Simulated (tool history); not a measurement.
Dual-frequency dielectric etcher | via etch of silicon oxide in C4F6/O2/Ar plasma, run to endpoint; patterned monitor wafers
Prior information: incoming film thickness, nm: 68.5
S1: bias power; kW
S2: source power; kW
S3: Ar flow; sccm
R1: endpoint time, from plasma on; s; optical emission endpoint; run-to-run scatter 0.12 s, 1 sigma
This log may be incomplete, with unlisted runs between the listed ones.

run	hour	S1	S2	S3	R1
1	0	0.573	0.37	324	15.768
2	4	0.561	0.37	325	15.46
3	12.1	0.561	0.37	303	15.627
4	15.3	0.629	0.37	303	14.74
# hour 15.9: wet clean of the chamber
5	15.9	0.629	0.37	360	14.36
6	23.4	0.603	0.37	359	14.783
7	30.7	0.582	0.37	358	15.008
8	33.6	0.562	0.37	357	15.114
9	39.9	0.541	0.37	356	15.578
10	47.4	0.528	0.37	356	15.487
11	51.6	0.512	0.37	355	16.002

Run 12 has not been measured yet. What should we expect?
12	52.2	0.504	0.37	355	?

R1: 16.245 s

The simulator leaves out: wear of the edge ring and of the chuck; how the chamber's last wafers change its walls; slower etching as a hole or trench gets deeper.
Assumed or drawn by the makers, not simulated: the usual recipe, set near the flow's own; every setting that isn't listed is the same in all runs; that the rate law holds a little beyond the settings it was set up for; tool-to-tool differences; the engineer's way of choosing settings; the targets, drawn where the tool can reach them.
